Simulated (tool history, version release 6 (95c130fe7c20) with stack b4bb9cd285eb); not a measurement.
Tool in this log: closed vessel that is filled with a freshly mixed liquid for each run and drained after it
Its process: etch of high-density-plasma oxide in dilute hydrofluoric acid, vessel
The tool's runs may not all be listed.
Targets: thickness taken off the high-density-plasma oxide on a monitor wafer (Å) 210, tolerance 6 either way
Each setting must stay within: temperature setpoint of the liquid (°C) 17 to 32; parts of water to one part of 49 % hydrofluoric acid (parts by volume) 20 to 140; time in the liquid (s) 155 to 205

run,hour,temperature setpoint of the liquid (°C),parts of water to one part of 49 % hydrofluoric acid (parts by volume),time in the liquid (s),thickness taken off the high-density-plasma oxide on a monitor wafer (Å)
1,0,24,75,205,147.08
2,8.7,24,100,205,106.6
3,12.9,25.5,95,205,118.42
4,15.1,25.5,95,205,119.13
# hour 20.9: thermometer replaced
5,20.9,25.5,95,155,82.503
6,26.9,25.5,75,155,107.57
7,35.3,24.5,65,160,123.96
8,44,24.5,65,160,122.14
9,49,24.5,55,165,151.53
10,53.7,28.5,50,165,197.78
11,54.7,29,50,165,203.28

Which of these 5 next moves meets every target?
A,55.7,29.5,50,155,?
B,55.7,25.5,45,175,?
C,55.7,28.5,50,165,?
D,55.7,29.5,50,185,?
E,55.7,30.5,50,175,?

move,thickness taken off the high-density-plasma oxide on a monitor wafer (Å)
A,193.22
B,207.96
C,197.71
D,230.62
E,226.88
A: further off than the last run
B: all results in spec
C: further off than the last run
D: moves the result that the last run missed by most past its target, out the other side
E: moves the result that the last run missed by most past its target, out the other side
B meets every target.
